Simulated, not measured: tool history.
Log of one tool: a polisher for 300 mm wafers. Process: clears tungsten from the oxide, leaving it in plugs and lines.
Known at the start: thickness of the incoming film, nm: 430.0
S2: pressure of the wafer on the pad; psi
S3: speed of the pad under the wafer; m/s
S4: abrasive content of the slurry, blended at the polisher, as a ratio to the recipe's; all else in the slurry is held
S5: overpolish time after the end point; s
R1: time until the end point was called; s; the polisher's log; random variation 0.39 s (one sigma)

Run 1, day 0: flow of slurry (ml/min) 310, S2 4.9 psi, S3 1.24 m/s, S4 1, S5 14 s. Result: R1 66.093 s.
Run 2, day 0.175: flow of slurry (ml/min) 310, S2 4.9 psi, S3 1.46 m/s, S4 1, S5 14 s. Result: R1 59.567 s.
Run 3, day 0.238: flow of slurry (ml/min) 310, S2 5.1 psi, S3 1.46 m/s, S4 1, S5 14 s. Result: R1 57.158 s.
Run 4, day 0.583: flow of slurry (ml/min) 265, S2 5.1 psi, S3 1.46 m/s, S4 1, S5 14 s. Result: R1 57.744 s.
Run 5, day 0.729: flow of slurry (ml/min) 265, S2 5.1 psi, S3 1.3 m/s, S4 1, S5 14 s. Result: R1 62.597 s.
Run 6, day 0.896: flow of slurry (ml/min) 265, S2 5.4 psi, S3 1.3 m/s, S4 1, S5 14 s. Result: R1 58.992 s.
Run 7, day 1.008: flow of slurry (ml/min) 265, S2 5.6 psi, S3 1.3 m/s, S4 1, S5 14 s. Result: R1 57.449 s.
Run 8, day 1.054: flow of slurry (ml/min) 265, S2 5.8 psi, S3 1.3 m/s, S4 1, S5 14 s. Result: R1 55.404 s.
Run 9, day 1.375: flow of slurry (ml/min) 265, S2 6 psi, S3 1.3 m/s, S4 1, S5 14 s. Result: R1 53.338 s.

Run 10 comes next. What will it give?
Run 10, day 1.562: flow of slurry (ml/min) 265, S2 6.2 psi, S3 1.3 m/s, S4 1, S5 14 s. Result: R1 ?.

R1: 52.885 s
